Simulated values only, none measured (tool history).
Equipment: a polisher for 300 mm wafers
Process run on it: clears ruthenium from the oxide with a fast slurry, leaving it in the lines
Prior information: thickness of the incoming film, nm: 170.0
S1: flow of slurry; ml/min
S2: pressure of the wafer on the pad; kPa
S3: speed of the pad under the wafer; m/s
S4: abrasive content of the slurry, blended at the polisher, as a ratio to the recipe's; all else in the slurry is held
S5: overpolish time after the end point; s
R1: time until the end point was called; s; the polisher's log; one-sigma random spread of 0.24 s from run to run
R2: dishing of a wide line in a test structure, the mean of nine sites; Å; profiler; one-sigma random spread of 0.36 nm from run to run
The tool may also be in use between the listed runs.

{"run": 1, "hour": 0.0, "S1": 200, "S2": 23.4, "S3": 0.92, "S4": 1.0, "S5": 11, "R1": 27.685, "R2": 230.49}
{"run": 2, "hour": 5.3, "S1": 200, "S2": 24.1, "S3": 0.92, "S4": 1.0, "S5": 9, "R1": 27.266, "R2": 218.52}
{"run": 3, "hour": 8.4, "S1": 200, "S2": 24.1, "S3": 0.92, "S4": 1.0, "S5": 5, "R1": 27.248, "R2": 157.89}
{"run": 4, "hour": 14.9, "S1": 200, "S2": 24.1, "S3": 0.92, "S4": 1.0, "S5": 7, "R1": 27.05, "R2": 193.29}
{"run": 5, "hour": 19.1, "S1": 200, "S2": 26.2, "S3": 0.92, "S4": 1.0, "S5": 7, "R1": 25.6, "R2": 199.54}
{"run": 6, "hour": 23.3, "S1": 200, "S2": 26.2, "S3": 0.94, "S4": 1.0, "S5": 6, "R1": 24.923, "R2": 191.12}
{"run": 7, "hour": 24.7, "S1": 200, "S2": 26.2, "S3": 0.96, "S4": 1.0, "S5": 5, "R1": 24.885, "R2": 172.87}

The next listed run, before its measurement:
{"run": 8, "hour": 26.7, "S1": 200, "S2": 26.9, "S3": 0.96, "S4": 1.0, "S5": 5, "R1": "?", "R2": "?"}

Run 8 yielded R1 23.825 s, R2 173.90 Å.
